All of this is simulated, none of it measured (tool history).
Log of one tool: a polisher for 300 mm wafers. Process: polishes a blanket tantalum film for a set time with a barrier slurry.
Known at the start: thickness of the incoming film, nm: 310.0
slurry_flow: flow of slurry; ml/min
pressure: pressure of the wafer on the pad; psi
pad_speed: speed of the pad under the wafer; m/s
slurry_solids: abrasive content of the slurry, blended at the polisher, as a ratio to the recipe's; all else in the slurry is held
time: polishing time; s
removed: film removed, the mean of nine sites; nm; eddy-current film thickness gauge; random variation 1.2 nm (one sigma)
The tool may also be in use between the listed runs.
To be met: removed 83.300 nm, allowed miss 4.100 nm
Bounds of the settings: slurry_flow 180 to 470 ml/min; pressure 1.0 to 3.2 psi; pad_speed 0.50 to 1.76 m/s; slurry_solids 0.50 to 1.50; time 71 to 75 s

run,hour,slurry_flow,pressure,pad_speed,slurry_solids,time,removed
1,0.0,300,2.1,1.12,1.00,71,131.170
2,2.2,300,2.0,1.12,1.00,71,121.260
3,8.4,300,1.9,1.12,1.00,71,117.420
4,9.3,300,2.1,1.12,1.00,71,133.150
5,14.1,300,2.0,1.12,1.00,71,125.230
6,21.7,300,1.9,1.12,1.00,71,115.650
7,30.2,300,1.8,1.12,1.00,71,112.680
8,32.0,300,1.8,1.12,1.00,71,112.080
9,39.7,300,1.7,1.12,1.00,71,106.960
10,43.5,300,1.7,1.12,1.00,71,109.390
11,47.3,300,1.6,1.12,1.00,71,101.040
12,53.6,300,1.6,1.12,1.00,71,99.001
13,60.8,300,1.4,1.12,1.00,71,88.859

Which of these 5 next moves meets every target?
A,68.0,290,1.1,1.20,1.05,71,?
B,68.0,245,1.2,1.10,1.00,71,?
C,68.0,310,1.5,0.90,0.90,75,?
D,68.0,355,1.3,0.88,1.05,71,?
E,68.0,275,1.8,0.94,0.90,71,?

move,removed
A,74.063
B,73.359
C,83.493
D,73.861
E,95.315
A: takes the result that was furthest off past its target
B: takes the result that was furthest off past its target
C: meets every target
D: takes the result that was furthest off past its target
E: further off than the last run
The right move is C.
